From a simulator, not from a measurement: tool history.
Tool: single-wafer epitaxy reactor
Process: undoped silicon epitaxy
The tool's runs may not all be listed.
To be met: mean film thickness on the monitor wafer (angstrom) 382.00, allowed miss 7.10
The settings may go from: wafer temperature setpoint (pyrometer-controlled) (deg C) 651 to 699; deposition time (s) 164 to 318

run	hour	wafer temperature setpoint (pyrometer-controlled) (deg C)	deposition time (s)	mean film thickness on the monitor wafer (angstrom)
1	0.0	675	241	644.45
2	7.5	675	210	564.41
3	14.5	670	210	494.40
4	15.6	667	210	464.12
5	17.0	667	236	523.77
6	25.2	661	236	451.26
7	31.2	659	236	429.08
8	38.8	658	236	419.17
9	40.3	657	236	411.48
10	47.5	656	236	401.86
11	51.4	655	236	394.58

4 next moves are on the table. One of them brings every result within its allowed miss. Which?
A	55.3	657	242	?
B	55.3	653	250	?
C	55.3	653	243	?
D	55.3	657	230	?

move	mean film thickness on the monitor wafer (angstrom)
A	421.57
B	394.50
C	383.46
D	400.67
A: further off than the last run
B: as far off as the last run
C: meets every target
D: further off than the last run
Answer: C
